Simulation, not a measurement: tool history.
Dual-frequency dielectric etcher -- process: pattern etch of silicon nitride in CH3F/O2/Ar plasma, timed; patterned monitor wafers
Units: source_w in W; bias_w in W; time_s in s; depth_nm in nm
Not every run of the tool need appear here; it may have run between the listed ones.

run 1 day=0 | source_w=440 bias_w=100 time_s=34 | depth_nm=28.582
run 2 day=0.179 | source_w=440 bias_w=100 time_s=34 | depth_nm=28.53
run 3 day=0.333 | source_w=440 bias_w=100 time_s=34 | depth_nm=28.4
run 4 day=0.617 | source_w=400 bias_w=100 time_s=34 | depth_nm=27.576
run 5 day=0.796 | source_w=400 bias_w=111 time_s=34 | depth_nm=28.963
run 6 day=0.892 | source_w=400 bias_w=111 time_s=31 | depth_nm=26.277
run 7 day=1.212 | source_w=430 bias_w=113 time_s=31 | depth_nm=27.272
run 8 day=1.421 | source_w=450 bias_w=116 time_s=31 | depth_nm=28.094
run 9 day=1.762 | source_w=470 bias_w=117 time_s=31 | depth_nm=28.627

Predict the results of run 10:
run 10 day=1.829 | source_w=560 bias_w=125 time_s=31 | depth_nm=?

{"run 10": {"depth_nm": 31.397}}
